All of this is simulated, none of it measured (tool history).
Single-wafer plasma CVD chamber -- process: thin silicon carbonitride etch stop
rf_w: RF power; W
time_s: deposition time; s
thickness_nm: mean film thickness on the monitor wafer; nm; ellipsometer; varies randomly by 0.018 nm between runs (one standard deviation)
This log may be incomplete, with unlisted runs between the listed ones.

run  hour  rf_w  time_s  thickness_nm
  1   0.0   250    16.1        9.3971
  2   7.5   235    15.3        8.8435
  3   9.8   205    15.3        8.5495
  4  11.2   200    14.6        8.1315
  5  15.8   230    14.6        8.4008
  6  22.3   230    16.5        9.4762
  7  31.2   220    15.6        8.8996

Run 8, settings as shown, results not yet in. Your forecast:
  8  37.2   220    15.6             ?

Logged for run 8: thickness_nm 8.8755 nm.
